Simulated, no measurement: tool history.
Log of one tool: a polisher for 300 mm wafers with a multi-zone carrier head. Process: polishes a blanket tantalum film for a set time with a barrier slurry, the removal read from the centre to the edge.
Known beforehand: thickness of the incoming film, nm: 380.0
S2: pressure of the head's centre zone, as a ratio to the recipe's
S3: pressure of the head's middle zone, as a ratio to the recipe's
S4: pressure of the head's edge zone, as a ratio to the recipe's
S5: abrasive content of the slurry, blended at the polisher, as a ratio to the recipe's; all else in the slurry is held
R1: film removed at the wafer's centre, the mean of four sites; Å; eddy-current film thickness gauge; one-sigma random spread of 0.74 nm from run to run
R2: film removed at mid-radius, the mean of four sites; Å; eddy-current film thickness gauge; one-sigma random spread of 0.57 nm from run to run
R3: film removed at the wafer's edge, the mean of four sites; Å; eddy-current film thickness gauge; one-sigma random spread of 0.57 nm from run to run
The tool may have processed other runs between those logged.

run 1 hour=0 | flow_of_slurry_(ml/min)=220 S2=1 S3=1 S4=1 S5=1 polishing_time_(s)=69 | R1=565.25 R2=574.64 R3=551.92
run 2 hour=6.7 | flow_of_slurry_(ml/min)=225 S2=1.02 S3=1.01 S4=1.02 S5=1.05 polishing_time_(s)=69 | R1=594.58 R2=587.42 R3=558.85
run 3 hour=12.1 | flow_of_slurry_(ml/min)=225 S2=1.02 S3=1.01 S4=1.03 S5=1.1 polishing_time_(s)=69 | R1=594.11 R2=591.07 R3=581.88
run 4 hour=13 | flow_of_slurry_(ml/min)=230 S2=1.03 S3=1.02 S4=1.04 S5=1.1 polishing_time_(s)=69 | R1=602.58 R2=596.56 R3=576.52
run 5 hour=21.7 | flow_of_slurry_(ml/min)=230 S2=1.03 S3=1.02 S4=1.04 S5=1.25 polishing_time_(s)=69 | R1=625.52 R2=611.64 R3=609.27
run 6 hour=25.8 | flow_of_slurry_(ml/min)=255 S2=1.03 S3=1.02 S4=1.04 S5=1.25 polishing_time_(s)=69 | R1=629.27 R2=627.04 R3=601.87

Estimate the outcome of run 7 from the log above:
run 7 hour=29.2 | flow_of_slurry_(ml/min)=255 S2=1.03 S3=1.02 S4=1.04 S5=1.25 polishing_time_(s)=69 | R1=? R2=? R3=?

R1: 630.56 Å
R2: 624.76 Å
R3: 611.88 Å

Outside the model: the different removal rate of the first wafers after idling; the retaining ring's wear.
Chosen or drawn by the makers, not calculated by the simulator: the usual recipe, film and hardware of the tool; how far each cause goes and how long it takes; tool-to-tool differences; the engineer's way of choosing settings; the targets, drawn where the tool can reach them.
